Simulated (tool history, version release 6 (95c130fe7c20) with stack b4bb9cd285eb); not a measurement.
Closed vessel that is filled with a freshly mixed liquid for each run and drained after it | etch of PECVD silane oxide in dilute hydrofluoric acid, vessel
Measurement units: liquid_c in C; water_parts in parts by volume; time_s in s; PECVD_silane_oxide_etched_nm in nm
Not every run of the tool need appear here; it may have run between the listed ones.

run	hour	liquid_c	water_parts	time_s	PECVD_silane_oxide_etched_nm
1	0	23	100	30	4.6996
2	1.8	24	95	30	5.1487
3	9.8	24	95	30	5.0646
4	17.4	24	125	30	3.7429
5	19.5	24	115	30	4.1746
6	27	24	115	30	4.1423
7	28.2	24.5	110	30	4.3641
8	33.5	25	105	30	4.8255
9	38.4	25.5	100	30	5.1022
10	45.6	26	95	30	5.6061
11	51	26	95	30	5.5219
12	52.5	26.5	90	30	6.0583

Run 13 comes next. What will it give?
13	54.5	26.5	90	30	?

PECVD_silane_oxide_etched_nm: 5.9893 nm

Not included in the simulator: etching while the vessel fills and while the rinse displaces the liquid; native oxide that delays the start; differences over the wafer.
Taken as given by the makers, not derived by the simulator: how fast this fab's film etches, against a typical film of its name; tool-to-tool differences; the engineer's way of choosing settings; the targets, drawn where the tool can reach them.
